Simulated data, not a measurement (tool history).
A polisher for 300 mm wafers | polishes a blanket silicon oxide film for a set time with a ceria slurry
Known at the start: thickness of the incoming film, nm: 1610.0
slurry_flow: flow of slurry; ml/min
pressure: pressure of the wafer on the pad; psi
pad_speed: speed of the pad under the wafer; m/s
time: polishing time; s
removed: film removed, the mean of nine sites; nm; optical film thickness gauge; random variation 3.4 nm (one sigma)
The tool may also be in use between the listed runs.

run,hour,slurry_flow,pressure,pad_speed,time,removed
1,0.0,265,2.1,1.00,55,155.77
2,6.6,265,2.1,1.00,50,144.63
3,14.4,265,2.1,1.00,55,158.06
4,22.5,265,2.3,1.02,55,171.24
5,28.1,265,2.5,1.04,55,180.85
6,34.0,265,2.5,0.84,55,154.77
7,41.5,265,2.6,0.92,55,170.59
8,47.5,265,2.7,0.98,55,184.12

Run 9 comes next. What will it give?
9,53.4,265,2.8,1.04,55,?

removed: 198.80 nm
